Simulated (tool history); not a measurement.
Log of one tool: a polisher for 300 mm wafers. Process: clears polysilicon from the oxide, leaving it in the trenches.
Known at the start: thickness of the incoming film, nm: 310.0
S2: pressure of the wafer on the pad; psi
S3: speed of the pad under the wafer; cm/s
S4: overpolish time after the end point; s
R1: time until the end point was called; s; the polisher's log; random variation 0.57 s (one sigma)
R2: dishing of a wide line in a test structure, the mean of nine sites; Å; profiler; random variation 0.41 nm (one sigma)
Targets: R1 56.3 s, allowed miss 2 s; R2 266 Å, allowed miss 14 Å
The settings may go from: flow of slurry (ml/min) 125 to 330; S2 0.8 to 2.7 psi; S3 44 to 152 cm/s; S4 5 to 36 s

Run 1, day 0: flow of slurry (ml/min) 210, S2 1.7 psi, S3 98 cm/s, S4 18 s. Result: R1 30.131 s, R2 503.24 Å.
Run 2, day 0.192: flow of slurry (ml/min) 210, S2 1.7 psi, S3 98 cm/s, S4 21 s. Result: R1 29.957 s, R2 517.77 Å.
Run 3, day 0.55: flow of slurry (ml/min) 245, S2 1.7 psi, S3 98 cm/s, S4 21 s. Result: R1 29.57 s, R2 515.62 Å.
Run 4, day 0.825: flow of slurry (ml/min) 255, S2 1.6 psi, S3 96 cm/s, S4 19 s. Result: R1 31.21 s, R2 501.32 Å.
Run 5, day 0.988: flow of slurry (ml/min) 275, S2 1.6 psi, S3 96 cm/s, S4 19 s. Result: R1 30.395 s, R2 509.89 Å.
At day 1.129: worn pad replaced by a new one.
Run 6, day 1.129: flow of slurry (ml/min) 255, S2 1.5 psi, S3 94 cm/s, S4 17 s. Result: R1 31.104 s, R2 497.81 Å.
Run 7, day 1.275: flow of slurry (ml/min) 235, S2 1.4 psi, S3 88 cm/s, S4 15 s. Result: R1 34.78 s, R2 457.21 Å.
Run 8, day 1.325: flow of slurry (ml/min) 220, S2 1.3 psi, S3 82 cm/s, S4 14 s. Result: R1 39.465 s, R2 428.05 Å.
Run 9, day 1.354: flow of slurry (ml/min) 205, S2 1.3 psi, S3 78 cm/s, S4 13 s. Result: R1 41.558 s, R2 392.36 Å.
Run 10, day 1.392: flow of slurry (ml/min) 195, S2 1.3 psi, S3 74 cm/s, S4 12 s. Result: R1 43.491 s, R2 371.95 Å.
Run 11, day 1.596: flow of slurry (ml/min) 185, S2 1.3 psi, S3 70 cm/s, S4 11 s. Result: R1 45.856 s, R2 348.31 Å.
Run 12, day 1.867: flow of slurry (ml/min) 175, S2 1.3 psi, S3 68 cm/s, S4 10 s. Result: R1 47.216 s, R2 328.4 Å.
Run 13, day 2.012: flow of slurry (ml/min) 125, S2 1.2 psi, S3 60 cm/s, S4 5 s. Result: R1 59.612 s, R2 162.33 Å.
Run 14, day 2.304: flow of slurry (ml/min) 135, S2 1.2 psi, S3 60 cm/s, S4 5 s. Result: R1 59.593 s, R2 166.7 Å.
Run 15, day 2.533: flow of slurry (ml/min) 145, S2 1.2 psi, S3 60 cm/s, S4 5 s. Result: R1 57.344 s, R2 165.43 Å.
Run 16, day 2.621: flow of slurry (ml/min) 155, S2 1.2 psi, S3 60 cm/s, S4 5 s. Result: R1 57.419 s, R2 165.78 Å.
Run 17, day 2.712: flow of slurry (ml/min) 160, S2 1.2 psi, S3 60 cm/s, S4 6 s. Result: R1 56.12 s, R2 188.42 Å.
Run 18, day 2.812: flow of slurry (ml/min) 165, S2 1.2 psi, S3 60 cm/s, S4 6 s. Result: R1 56.84 s, R2 200.19 Å.
Run 19, day 3.175: flow of slurry (ml/min) 175, S2 1.2 psi, S3 60 cm/s, S4 6 s. Result: R1 55.448 s, R2 198.61 Å.
Run 20, day 3.542: flow of slurry (ml/min) 180, S2 1.2 psi, S3 60 cm/s, S4 6 s. Result: R1 54.663 s, R2 200.05 Å.

Which of these 5 next moves meets every target?
Run A, day 3.908: flow of slurry (ml/min) 135, S2 1.3 psi, S3 60 cm/s, S4 12 s. Result: R1 ?, R2 ?.
Run B, day 3.908: flow of slurry (ml/min) 225, S2 1.3 psi, S3 48 cm/s, S4 5 s. Result: R1 ?, R2 ?.
Run C, day 3.908: flow of slurry (ml/min) 190, S2 1.5 psi, S3 50 cm/s, S4 9 s. Result: R1 ?, R2 ?.
Run D, day 3.908: flow of slurry (ml/min) 195, S2 1 psi, S3 70 cm/s, S4 9 s. Result: R1 ?, R2 ?.
Run E, day 3.908: flow of slurry (ml/min) 215, S2 1.3 psi, S3 56 cm/s, S4 10 s. Result: R1 ?, R2 ?.

move      R1      R2
   A  54.033   330.8
   B  58.729  162.87
   C  51.629  282.51
   D  56.001  266.95
   E  52.796  298.79
A: takes the result that was furthest off past its target
B: further off than the last run
C: takes the result that was furthest off past its target
D: meets every target
E: takes the result that was furthest off past its target
Move D is the one to make.

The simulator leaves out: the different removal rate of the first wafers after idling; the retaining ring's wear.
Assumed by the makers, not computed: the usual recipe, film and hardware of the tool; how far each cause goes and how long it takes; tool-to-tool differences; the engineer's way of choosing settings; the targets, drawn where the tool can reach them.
